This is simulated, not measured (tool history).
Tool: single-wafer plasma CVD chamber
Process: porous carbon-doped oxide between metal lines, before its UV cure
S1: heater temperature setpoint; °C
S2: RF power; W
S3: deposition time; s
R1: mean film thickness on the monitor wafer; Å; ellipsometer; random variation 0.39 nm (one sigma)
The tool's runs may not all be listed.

run 1 hour=0.0 | S1=280 S2=625 S3=17.3 | R1=1211.4
run 2 hour=7.5 | S1=284 S2=625 S3=17.3 | R1=1187.4
run 3 hour=15.7 | S1=284 S2=670 S3=17.3 | R1=1258.3
run 4 hour=22.1 | S1=282 S2=670 S3=17.3 | R1=1272.7
run 5 hour=25.2 | S1=282 S2=670 S3=16.5 | R1=1213.3
run 6 hour=27.1 | S1=279 S2=670 S3=16.5 | R1=1235.2
run 7 hour=32.8 | S1=277 S2=670 S3=16.5 | R1=1252.3
run 8 hour=38.5 | S1=275 S2=670 S3=16.5 | R1=1260.0
run 9 hour=43.6 | S1=273 S2=670 S3=16.5 | R1=1271.8

Forecast run 10:
run 10 hour=44.4 | S1=272 S2=670 S3=16.5 | R1=?

{"run 10": {"R1": 1274.6}}

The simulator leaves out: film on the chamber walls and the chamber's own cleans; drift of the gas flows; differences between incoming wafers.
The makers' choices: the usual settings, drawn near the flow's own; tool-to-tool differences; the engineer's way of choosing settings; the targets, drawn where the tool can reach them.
